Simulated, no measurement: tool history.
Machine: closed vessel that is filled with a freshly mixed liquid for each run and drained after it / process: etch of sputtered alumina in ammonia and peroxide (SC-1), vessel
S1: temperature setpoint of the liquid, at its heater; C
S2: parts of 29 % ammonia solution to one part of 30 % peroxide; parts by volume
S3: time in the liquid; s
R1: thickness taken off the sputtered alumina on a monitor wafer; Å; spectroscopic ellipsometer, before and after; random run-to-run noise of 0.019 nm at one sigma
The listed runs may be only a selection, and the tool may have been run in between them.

run  hour    S1   S2  S3       R1
  1   0.0  61.0  0.9  95  100.400
  2   7.7  65.5  0.9  95  127.000
  3  12.2  69.5  0.9  95  153.300
  4  13.7  69.5  1.2  95  157.700
  5  15.6  63.0  1.2  95  114.710
  6  20.7  58.5  1.2  95   91.315

Predict the results of run 7:
  7  24.1  55.0  1.2  95   ?

Run 7 came out at R1 75.816 Å.

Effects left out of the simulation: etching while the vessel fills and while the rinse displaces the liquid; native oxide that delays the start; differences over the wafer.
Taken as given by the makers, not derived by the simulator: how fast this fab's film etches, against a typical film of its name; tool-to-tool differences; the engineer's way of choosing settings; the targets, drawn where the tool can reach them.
